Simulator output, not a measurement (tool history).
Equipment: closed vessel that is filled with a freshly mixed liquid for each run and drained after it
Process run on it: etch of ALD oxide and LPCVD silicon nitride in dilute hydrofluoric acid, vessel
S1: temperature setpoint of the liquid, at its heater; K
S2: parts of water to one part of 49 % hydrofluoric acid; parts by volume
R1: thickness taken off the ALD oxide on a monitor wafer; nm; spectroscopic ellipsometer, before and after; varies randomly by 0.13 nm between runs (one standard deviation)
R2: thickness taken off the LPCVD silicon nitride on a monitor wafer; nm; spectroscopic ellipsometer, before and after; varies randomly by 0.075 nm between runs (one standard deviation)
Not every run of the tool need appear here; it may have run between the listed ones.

Run 1, hour 0: S1 298.15 K, S2 65 parts by volume, time in the liquid (s) 60. Result: R1 11.347 nm, R2 0.41502 nm.
Run 2, hour 6.6: S1 298.15 K, S2 65 parts by volume, time in the liquid (s) 85. Result: R1 15.85 nm, R2 0.60882 nm.
Run 3, hour 8.2: S1 299.15 K, S2 65 parts by volume, time in the liquid (s) 85. Result: R1 16.693 nm, R2 0.64853 nm.
Run 4, hour 14.2: S1 299.15 K, S2 65 parts by volume, time in the liquid (s) 70. Result: R1 13.698 nm, R2 0.51606 nm.
Run 5, hour 18.9: S1 300.15 K, S2 60 parts by volume, time in the liquid (s) 70. Result: R1 15.596 nm, R2 0.60362 nm.
Run 6, hour 20.9: S1 300.15 K, S2 40 parts by volume, time in the liquid (s) 70. Result: R1 23.881 nm, R2 0.97023 nm.
Run 7, hour 28.4: S1 300.65 K, S2 40 parts by volume, time in the liquid (s) 70. Result: R1 24.48 nm, R2 0.98666 nm.
Run 8, hour 37.4: S1 300.65 K, S2 40 parts by volume, time in the liquid (s) 70. Result: R1 24.485 nm, R2 0.87466 nm.

Predict the results of run 9:
Run 9, hour 41.1: S1 301.15 K, S2 40 parts by volume, time in the liquid (s) 70. Result: R1 ?, R2 ?.

Run 9 measured R1 25.026 nm, R2 0.9914 nm.
